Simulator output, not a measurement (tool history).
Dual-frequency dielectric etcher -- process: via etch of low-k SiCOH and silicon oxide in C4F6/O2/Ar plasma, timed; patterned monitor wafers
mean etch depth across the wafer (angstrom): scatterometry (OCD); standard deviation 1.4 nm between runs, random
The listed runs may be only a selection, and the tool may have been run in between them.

| run | hour | source power (kW) | bias power (kW) | etch time (s) | mean etch depth across the wafer (angstrom) |
|---|---|---|---|---|---|
| 1 | 0.0 | 0.460 | 0.223 | 106.0 | 3419.8 |
| 2 | 7.2 | 0.480 | 0.224 | 106.0 | 3488.9 |
| 3 | 15.6 | 0.400 | 0.224 | 106.0 | 3280.8 |
| 4 | 17.3 | 0.400 | 0.247 | 106.0 | 3415.9 |
| 5 | 24.0 | 0.430 | 0.249 | 106.0 | 3492.7 |
| 6 | 28.0 | 0.350 | 0.249 | 106.0 | 3321.7 |
| 7 | 28.5 | 0.390 | 0.252 | 106.0 | 3425.2 |
| 8 | 32.7 | 0.420 | 0.254 | 106.0 | 3497.9 |

Run 9, settings as shown, results not yet in. Your forecast:
| 9 | 35.3 | 0.440 | 0.256 | 106.0 | ? |

{"run 9": {"mean etch depth across the wafer (angstrom)": 3567.4}}
